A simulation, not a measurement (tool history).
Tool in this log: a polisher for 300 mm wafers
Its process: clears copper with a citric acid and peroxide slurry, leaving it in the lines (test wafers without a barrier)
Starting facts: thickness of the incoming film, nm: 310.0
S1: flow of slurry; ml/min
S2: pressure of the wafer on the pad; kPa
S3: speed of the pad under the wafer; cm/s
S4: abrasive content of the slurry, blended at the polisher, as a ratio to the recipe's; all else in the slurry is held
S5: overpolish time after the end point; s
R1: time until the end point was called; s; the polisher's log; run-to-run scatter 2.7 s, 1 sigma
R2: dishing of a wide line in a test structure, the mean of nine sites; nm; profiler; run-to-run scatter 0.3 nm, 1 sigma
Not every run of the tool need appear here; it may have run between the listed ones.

run  hour   S1    S2   S3  S4  S5      R1      R2
  1     0  195    29  120   1  25   98.05  28.864
  2   4.9  195  26.9  120   1  23  102.08  27.565
  3   8.6  195  24.8  118   1  21  115.37  25.552
  4  12.4  195  22.1  118   1  21  126.83  24.086
  5  17.8  220  22.1  118   1  21  126.41  24.364
  6  26.4  220  21.4  118   1  20  129.96  24.159
  7    28  215  13.8  114   1   8  205.54  8.4584

What does the tool deliver on the next run?
  8  33.3  215  13.8  114   1   8   ?   ?

{"run 8": {"R1": 210.76, "R2": 8.871}}

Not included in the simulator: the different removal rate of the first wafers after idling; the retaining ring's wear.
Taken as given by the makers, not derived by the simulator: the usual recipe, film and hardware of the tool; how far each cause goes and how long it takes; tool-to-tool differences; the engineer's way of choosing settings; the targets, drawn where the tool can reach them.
